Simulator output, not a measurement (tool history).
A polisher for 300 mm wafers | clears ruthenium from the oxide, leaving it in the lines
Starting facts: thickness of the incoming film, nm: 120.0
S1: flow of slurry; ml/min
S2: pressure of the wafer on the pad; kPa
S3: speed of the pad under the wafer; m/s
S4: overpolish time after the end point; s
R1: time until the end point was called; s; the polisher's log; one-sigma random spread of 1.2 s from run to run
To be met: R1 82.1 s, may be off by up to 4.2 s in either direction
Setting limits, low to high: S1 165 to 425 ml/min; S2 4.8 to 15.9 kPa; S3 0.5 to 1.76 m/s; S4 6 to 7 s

{"run": 1, "day": 0.0, "S1": 275, "S2": 10.3, "S3": 1.12, "S4": 7, "R1": 139.73}
{"run": 2, "day": 0.25, "S1": 275, "S2": 10.3, "S3": 1.12, "S4": 7, "R1": 139.73}
{"run": 3, "day": 0.467, "S1": 275, "S2": 10.3, "S3": 1.12, "S4": 7, "R1": 140.59}
{"run": 4, "day": 0.55, "S1": 275, "S2": 10.3, "S3": 1.12, "S4": 7, "R1": 141.62}
{"run": 5, "day": 0.633, "S1": 310, "S2": 10.3, "S3": 1.12, "S4": 7, "R1": 141.71}
{"run": 6, "day": 0.95, "S1": 250, "S2": 10.3, "S3": 1.12, "S4": 7, "R1": 144.35}
{"run": 7, "day": 1.208, "S1": 255, "S2": 11.7, "S3": 1.14, "S4": 7, "R1": 122.94}
{"run": 8, "day": 1.271, "S1": 255, "S2": 13.1, "S3": 1.16, "S4": 7, "R1": 110.83}
{"run": 9, "day": 1.479, "S1": 255, "S2": 13.8, "S3": 1.2, "S4": 7, "R1": 101.81}
{"run": 10, "day": 1.75, "S1": 255, "S2": 14.5, "S3": 1.22, "S4": 7, "R1": 95.749}
{"run": 11, "day": 2.025, "S1": 255, "S2": 15.2, "S3": 1.24, "S4": 7, "R1": 86.175}

5 next moves are on the table. One of them brings every result within its allowed miss. Which?
{"run": "A", "day": 2.3, "S1": 255, "S2": 13.8, "S3": 1.36, "S4": 7, "R1": "?"}
{"run": "B", "day": 2.3, "S1": 350, "S2": 15.9, "S3": 1.04, "S4": 6, "R1": "?"}
{"run": "C", "day": 2.3, "S1": 250, "S2": 14.5, "S3": 1.24, "S4": 7, "R1": "?"}
{"run": "D", "day": 2.3, "S1": 275, "S2": 13.8, "S3": 1.32, "S4": 7, "R1": "?"}
{"run": "E", "day": 2.3, "S1": 255, "S2": 15.2, "S3": 1.34, "S4": 7, "R1": "?"}

move=A R1=93.121
move=B R1=101.01
move=C R1=96.77
move=D R1=95.089
move=E R1=85.991
A: lands further from the targets than the last run did
B: lands further from the targets than the last run did
C: lands further from the targets than the last run did
D: lands further from the targets than the last run did
E: all results in spec
Go with E: it meets all targets.
